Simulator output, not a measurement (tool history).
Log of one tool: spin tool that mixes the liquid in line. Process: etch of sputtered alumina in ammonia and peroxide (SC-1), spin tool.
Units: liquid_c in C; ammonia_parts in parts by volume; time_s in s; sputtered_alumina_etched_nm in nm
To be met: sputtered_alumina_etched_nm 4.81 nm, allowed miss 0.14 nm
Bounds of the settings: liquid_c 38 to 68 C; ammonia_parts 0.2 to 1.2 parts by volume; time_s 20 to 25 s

run,day,liquid_c,ammonia_parts,time_s,sputtered_alumina_etched_nm
1,0,52,0.75,25,2.419
2,0.283,49.5,0.75,25,2.1019
3,0.588,52,0.75,25,2.4091
4,0.675,54,0.75,25,2.6392
5,0.788,56,0.75,25,2.9385
6,0.838,49,0.75,25,2.008
7,1.208,51.5,0.75,25,2.3148
8,1.3,54,0.75,25,2.6591
9,1.625,56,0.75,25,2.9381
10,1.812,57.5,0.75,25,3.2053
11,1.921,59,0.75,25,3.459
12,2.079,60,0.75,25,3.6453
13,2.362,61,0.75,25,3.8517

4 next moves are on the table. One of them brings every result within its allowed miss. Which?
A,2.646,65.5,0.45,25,?
B,2.646,63.5,0.8,25,?
C,2.646,65.5,0.85,25,?
D,2.646,62,0.85,20,?

move,sputtered_alumina_etched_nm
A,4.6265
B,4.4217
C,4.9128
D,3.2988
A: nearer than the last run, and not there yet
B: nearer than the last run, and not there yet
C: meets every target
D: further off than the last run
Move C is the one to make.
